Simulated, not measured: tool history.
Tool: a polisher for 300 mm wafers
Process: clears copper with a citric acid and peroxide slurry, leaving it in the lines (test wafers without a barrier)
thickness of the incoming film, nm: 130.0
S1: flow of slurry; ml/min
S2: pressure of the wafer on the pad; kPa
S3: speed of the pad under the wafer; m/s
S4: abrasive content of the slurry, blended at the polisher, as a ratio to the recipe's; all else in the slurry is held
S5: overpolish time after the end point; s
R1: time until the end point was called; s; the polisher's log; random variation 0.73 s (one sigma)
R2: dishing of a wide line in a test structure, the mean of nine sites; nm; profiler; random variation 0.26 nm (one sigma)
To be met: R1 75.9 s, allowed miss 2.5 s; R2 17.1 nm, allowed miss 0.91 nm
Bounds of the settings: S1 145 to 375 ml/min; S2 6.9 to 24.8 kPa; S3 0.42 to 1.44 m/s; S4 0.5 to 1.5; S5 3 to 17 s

run    day   S1    S2    S3    S4  S5      R1      R2
  1      0  240  15.9  0.92     1   9  83.008  10.477
  2  0.158  240  15.9  0.92     1   6  82.031  6.9075
  3  0.438  235  16.5  0.92     1   7  79.347  8.4546
  4  0.621  235  14.5  0.92     1   7   90.93   7.341
  5  0.921  230  15.2  0.92     1   8  86.702  8.7762
  6  1.012  230  15.2  0.92  0.85   8  89.097  8.6575
  7  1.371  220  15.9  0.92  0.85   9  86.436   9.936
  8  1.429  220  16.5  0.92  0.85  10  82.186  11.119
     1.588  -- slurry nozzle cleaned
  9  1.588  225  16.5  0.92  0.85  11  80.452  12.795
 10  1.704  230  16.5  0.92  0.85  12  79.262  14.231

4 next moves are on the table. One of them brings every result within its allowed miss. Which?
  A  1.821  165  16.5  0.92  0.85  16   ?   ?
  B  1.821  245  19.3  0.78     1   9   ?   ?
  C  1.821  205  13.1  1.14   0.9  11   ?   ?
  D  1.821  220  13.8  1.16  0.85  14   ?   ?

move      R1      R2
   A  83.428  17.646
   B  76.528  11.064
   C  80.908  12.648
   D  75.939  16.923
A: brings the result that was furthest off to its target, and leaves another outside
B: further off than the last run
C: further off than the last run
D: meets every target
Move D is the one to make.
